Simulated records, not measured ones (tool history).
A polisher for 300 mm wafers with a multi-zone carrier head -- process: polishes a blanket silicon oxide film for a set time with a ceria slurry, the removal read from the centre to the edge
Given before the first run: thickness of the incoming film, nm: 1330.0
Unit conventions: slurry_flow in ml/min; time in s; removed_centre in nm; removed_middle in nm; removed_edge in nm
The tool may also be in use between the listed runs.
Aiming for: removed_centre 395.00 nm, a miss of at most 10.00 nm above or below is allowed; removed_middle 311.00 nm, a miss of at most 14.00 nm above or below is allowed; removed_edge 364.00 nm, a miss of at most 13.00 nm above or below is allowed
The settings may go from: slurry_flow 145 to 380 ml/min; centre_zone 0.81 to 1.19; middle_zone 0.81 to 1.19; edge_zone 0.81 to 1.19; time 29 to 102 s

run	hour	slurry_flow	centre_zone	middle_zone	edge_zone	time	removed_centre	removed_middle	removed_edge
1	0.0	245	1.00	1.00	1.00	65	278.82	279.02	287.06
2	5.9	225	1.00	1.00	1.00	65	276.67	268.87	282.81
3	9.7	225	1.00	1.00	1.00	80	336.61	341.96	349.27
4	11.2	225	1.00	1.00	1.00	69	292.14	293.00	308.59
5	13.6	285	1.00	1.00	1.00	69	306.89	299.26	304.03
6	15.8	285	1.04	0.98	1.04	71	323.12	301.85	323.42
7	22.3	300	1.09	0.97	1.07	72	341.86	303.84	331.81
8	25.0	310	1.12	0.96	1.09	73	367.39	308.93	340.48
9	29.1	315	1.13	0.95	1.11	74	368.70	312.41	352.57
10	34.0	325	1.14	0.94	1.12	74	372.60	307.58	349.29
11	42.9	330	1.15	0.94	1.13	74	380.16	304.52	358.77
12	50.0	335	1.16	0.94	1.13	74	380.71	310.33	351.15
13	55.9	335	1.16	0.94	1.13	74	379.64	312.21	349.40

Exactly one of the 5 candidate moves below puts every result within its allowed miss. Which one?
A	61.8	350	1.18	1.02	1.06	68	?	?	?
B	61.8	375	1.15	0.81	1.07	77	?	?	?
C	61.8	310	1.19	0.90	1.12	71	?	?	?
D	61.8	275	1.18	0.93	1.15	77	?	?	?
E	61.8	380	1.13	1.02	1.06	73	?	?	?

move	removed_centre	removed_middle	removed_edge
A	361.55	312.94	314.56
B	400.87	294.31	360.33
C	375.69	290.86	334.54
D	398.41	320.06	363.65
E	374.38	338.34	339.48
A: lands further from the targets than the last run did
B: the furthest-off result lands on target, but another misses its tolerance
C: lands further from the targets than the last run did
D: each result inside its tolerance
E: lands further from the targets than the last run did
D is the move that brings every result within its allowed miss.
